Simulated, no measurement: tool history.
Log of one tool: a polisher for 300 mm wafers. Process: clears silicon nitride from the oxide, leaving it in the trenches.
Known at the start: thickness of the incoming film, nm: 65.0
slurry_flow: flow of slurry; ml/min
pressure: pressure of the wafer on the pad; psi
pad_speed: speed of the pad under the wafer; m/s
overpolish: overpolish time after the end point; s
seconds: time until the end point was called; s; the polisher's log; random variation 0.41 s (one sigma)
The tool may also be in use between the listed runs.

Run 1, hour 0: slurry_flow 295 ml/min, pressure 2.2 psi, pad_speed 1.1 m/s, overpolish 8 s. Result: seconds 70.33 s.
Run 2, hour 4.9: slurry_flow 295 ml/min, pressure 2.4 psi, pad_speed 1.1 m/s, overpolish 8 s. Result: seconds 64.838 s.
Run 3, hour 8.5: slurry_flow 295 ml/min, pressure 2.4 psi, pad_speed 0.9 m/s, overpolish 8 s. Result: seconds 77.428 s.
Run 4, hour 12: slurry_flow 295 ml/min, pressure 2.4 psi, pad_speed 0.78 m/s, overpolish 8 s. Result: seconds 89.503 s.
Run 5, hour 13.7: slurry_flow 295 ml/min, pressure 2.4 psi, pad_speed 0.78 m/s, overpolish 8 s. Result: seconds 91.678 s.
Run 6, hour 17.5: slurry_flow 295 ml/min, pressure 2.6 psi, pad_speed 0.82 m/s, overpolish 8 s. Result: seconds 77.685 s.
Run 7, hour 24.8: slurry_flow 295 ml/min, pressure 2.8 psi, pad_speed 0.84 m/s, overpolish 8 s. Result: seconds 72.367 s.
Run 8, hour 26.2: slurry_flow 295 ml/min, pressure 3 psi, pad_speed 0.88 m/s, overpolish 8 s. Result: seconds 64.15 s.
Run 9, hour 34.3: slurry_flow 295 ml/min, pressure 3.1 psi, pad_speed 0.9 m/s, overpolish 8 s. Result: seconds 60.738 s.
Run 10, hour 41.1: slurry_flow 295 ml/min, pressure 3.1 psi, pad_speed 0.9 m/s, overpolish 8 s. Result: seconds 60.494 s.
Run 11, hour 49.2: slurry_flow 295 ml/min, pressure 3.2 psi, pad_speed 0.92 m/s, overpolish 8 s. Result: seconds 57.848 s.
Run 12, hour 52.9: slurry_flow 295 ml/min, pressure 3.3 psi, pad_speed 0.94 m/s, overpolish 8 s. Result: seconds 55.001 s.
Run 13, hour 59.7: slurry_flow 295 ml/min, pressure 3.3 psi, pad_speed 0.96 m/s, overpolish 8 s. Result: seconds 54.693 s.
Run 14, hour 65.2: slurry_flow 295 ml/min, pressure 3.3 psi, pad_speed 0.98 m/s, overpolish 8 s. Result: seconds 52.519 s.
Run 15, hour 70.4: slurry_flow 295 ml/min, pressure 3.3 psi, pad_speed 0.98 m/s, overpolish 8 s. Result: seconds 52.454 s.

Forecast run 16:
Run 16, hour 72.6: slurry_flow 300 ml/min, pressure 3.4 psi, pad_speed 1 m/s, overpolish 8 s. Result: seconds ?.

seconds: 49.98 s

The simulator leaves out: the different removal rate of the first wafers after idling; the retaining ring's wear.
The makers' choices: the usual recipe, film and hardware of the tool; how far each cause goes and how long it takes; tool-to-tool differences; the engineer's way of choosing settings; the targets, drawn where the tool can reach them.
